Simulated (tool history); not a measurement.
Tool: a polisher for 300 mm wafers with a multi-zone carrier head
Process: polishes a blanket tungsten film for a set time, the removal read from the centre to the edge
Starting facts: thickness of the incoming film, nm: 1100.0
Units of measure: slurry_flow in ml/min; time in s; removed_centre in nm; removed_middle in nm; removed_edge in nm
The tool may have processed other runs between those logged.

Run 1, hour 0.0: slurry_flow 270 ml/min, centre_zone 1.00, middle_zone 1.00, edge_zone 1.00, slurry_solids 1.0, time 51 s. Result: removed_centre 281.95 nm, removed_middle 281.52 nm, removed_edge 299.65 nm.
Run 2, hour 5.3: slurry_flow 270 ml/min, centre_zone 1.00, middle_zone 0.94, edge_zone 1.00, slurry_solids 1.0, time 51 s. Result: removed_centre 287.85 nm, removed_middle 275.50 nm, removed_edge 296.85 nm.
Run 3, hour 14.1: slurry_flow 270 ml/min, centre_zone 1.00, middle_zone 0.94, edge_zone 0.92, slurry_solids 1.0, time 51 s. Result: removed_centre 287.96 nm, removed_middle 274.63 nm, removed_edge 279.85 nm.
Run 4, hour 16.5: slurry_flow 270 ml/min, centre_zone 1.00, middle_zone 0.94, edge_zone 0.96, slurry_solids 1.0, time 51 s. Result: removed_centre 280.22 nm, removed_middle 271.33 nm, removed_edge 290.41 nm.
At hour 24.7: slurry nozzle cleaned.
Run 5, hour 24.7: slurry_flow 260 ml/min, centre_zone 0.98, middle_zone 0.91, edge_zone 0.96, slurry_solids 0.9, time 48 s. Result: removed_centre 264.12 nm, removed_middle 260.79 nm, removed_edge 277.76 nm.
Run 6, hour 27.7: slurry_flow 260 ml/min, centre_zone 0.98, middle_zone 0.91, edge_zone 0.96, slurry_solids 0.9, time 41 s. Result: removed_centre 230.10 nm, removed_middle 221.95 nm, removed_edge 234.06 nm.

Run 7 has not been measured yet. What should we expect?
Run 7, hour 28.4: slurry_flow 260 ml/min, centre_zone 0.98, middle_zone 0.91, edge_zone 0.96, slurry_solids 0.9, time 41 s. Result: removed_centre ?, removed_middle ?, removed_edge ?.

{"run 7": {"removed_centre": 226.93, "removed_middle": 219.3, "removed_edge": 236.94}}

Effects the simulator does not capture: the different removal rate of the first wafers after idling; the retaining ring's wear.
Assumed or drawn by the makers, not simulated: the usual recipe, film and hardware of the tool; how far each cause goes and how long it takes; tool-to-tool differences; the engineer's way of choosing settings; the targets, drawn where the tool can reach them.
